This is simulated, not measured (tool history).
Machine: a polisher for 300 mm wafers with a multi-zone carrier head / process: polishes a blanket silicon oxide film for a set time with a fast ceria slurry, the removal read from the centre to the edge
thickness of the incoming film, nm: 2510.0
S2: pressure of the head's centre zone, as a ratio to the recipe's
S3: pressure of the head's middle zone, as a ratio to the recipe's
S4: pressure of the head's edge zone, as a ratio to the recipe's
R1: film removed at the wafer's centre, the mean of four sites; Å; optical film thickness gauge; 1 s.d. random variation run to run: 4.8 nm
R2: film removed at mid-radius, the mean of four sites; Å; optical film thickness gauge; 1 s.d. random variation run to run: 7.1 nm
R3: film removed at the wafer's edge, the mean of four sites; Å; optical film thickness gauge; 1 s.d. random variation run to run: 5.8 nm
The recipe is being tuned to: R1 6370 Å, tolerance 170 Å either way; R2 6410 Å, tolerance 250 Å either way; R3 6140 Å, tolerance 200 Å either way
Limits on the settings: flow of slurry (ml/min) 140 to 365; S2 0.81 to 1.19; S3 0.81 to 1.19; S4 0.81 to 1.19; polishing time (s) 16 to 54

run 1 hour=0 | flow_of_slurry_(ml/min)=235 S2=1 S3=1 S4=1 polishing_time_(s)=35 | R1=5237 R2=5150.9 R3=5086.8
run 2 hour=7.6 | flow_of_slurry_(ml/min)=235 S2=1 S3=1 S4=1 polishing_time_(s)=39 | R1=5915.1 R2=5608.2 R3=5694.4
run 3 hour=9.7 | flow_of_slurry_(ml/min)=190 S2=1 S3=1 S4=1 polishing_time_(s)=39 | R1=5605.5 R2=5524.6 R3=5527.8
run 4 hour=18.2 | flow_of_slurry_(ml/min)=190 S2=1.08 S3=1 S4=1 polishing_time_(s)=39 | R1=6155.8 R2=5501 R3=5463.5
run 5 hour=20.3 | flow_of_slurry_(ml/min)=190 S2=1.08 S3=0.92 S4=1 polishing_time_(s)=39 | R1=6132.7 R2=5073 R3=5577.9
run 6 hour=28.5 | flow_of_slurry_(ml/min)=190 S2=1.08 S3=0.84 S4=1 polishing_time_(s)=39 | R1=6033.6 R2=4699.9 R3=5584.5
run 7 hour=35.3 | flow_of_slurry_(ml/min)=255 S2=1.02 S3=0.94 S4=1.1 polishing_time_(s)=40 | R1=6188.5 R2=5550.3 R3=6095.3
run 8 hour=38.3 | flow_of_slurry_(ml/min)=260 S2=1.02 S3=0.96 S4=1.1 polishing_time_(s)=40 | R1=6211.4 R2=5610.8 R3=6117.6

Which one of the following 5 next-run settings gets every result inside its allowed miss? There is exactly one.
run A hour=41.3 | flow_of_slurry_(ml/min)=225 S2=0.94 S3=1.14 S4=1.01 polishing_time_(s)=42 | R1=? R2=? R3=?
run B hour=41.3 | flow_of_slurry_(ml/min)=235 S2=1.03 S3=1.05 S4=1.05 polishing_time_(s)=39 | R1=? R2=? R3=?
run C hour=41.3 | flow_of_slurry_(ml/min)=260 S2=1.03 S3=1.08 S4=1.04 polishing_time_(s)=38 | R1=? R2=? R3=?
run D hour=41.3 | flow_of_slurry_(ml/min)=305 S2=1.07 S3=0.9 S4=1.19 polishing_time_(s)=39 | R1=? R2=? R3=?
run E hour=41.3 | flow_of_slurry_(ml/min)=230 S2=1.03 S3=1.09 S4=1.07 polishing_time_(s)=41 | R1=? R2=? R3=?

move=A R1=5884.6 R2=6754.3 R3=6154.9
move=B R1=5983.4 R2=5878.7 R3=5856
move=C R1=5908.2 R2=5935.8 R3=5727.9
move=D R1=6391.8 R2=5318.2 R3=6390.9
move=E R1=6273.4 R2=6361.2 R3=6198.5
A: carries the result that was furthest off beyond its target, to the other side
B: closes in on the targets versus the last run, not all within tolerance yet
C: closes in on the targets versus the last run, not all within tolerance yet
D: further off than the last run
E: hits every target within its allowed miss
E meets every target.
